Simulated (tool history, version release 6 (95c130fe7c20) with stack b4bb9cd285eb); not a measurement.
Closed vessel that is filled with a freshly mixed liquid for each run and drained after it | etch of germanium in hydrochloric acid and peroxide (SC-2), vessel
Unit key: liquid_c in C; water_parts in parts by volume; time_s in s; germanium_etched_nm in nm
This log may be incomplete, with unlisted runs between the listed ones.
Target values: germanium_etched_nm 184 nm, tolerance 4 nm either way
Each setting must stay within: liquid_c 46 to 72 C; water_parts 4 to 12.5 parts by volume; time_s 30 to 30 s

run  hour  liquid_c  water_parts  time_s  germanium_etched_nm
  1     0        62            7      30               143.56
  2   2.6        62            7      30               142.76
  3   5.7        62          8.5      30               141.64
  4   9.7        62            7      30               143.42
  5    16        62            7      30               142.83
  6  23.6        62            7      30               143.25
  7    28        64            7      30               151.88
  8  34.1        72          6.5      30                190.7
  9    39        72          6.5      30               190.99
 10  45.5      71.5          6.5      30                188.6

Which of these 4 next moves meets every target?
  A    52        72          4.5      30                    ?
  B    52      70.5          6.5      30                    ?
  C    52        72          6.5      30                    ?
  D    52        72            4      30                    ?

move  germanium_etched_nm
   A               194.34
   B               182.98
   C               190.77
   D               194.97
A: further off than the last run
B: all results land within tolerance of their targets
C: further off than the last run
D: further off than the last run
The move that meets every target is B.
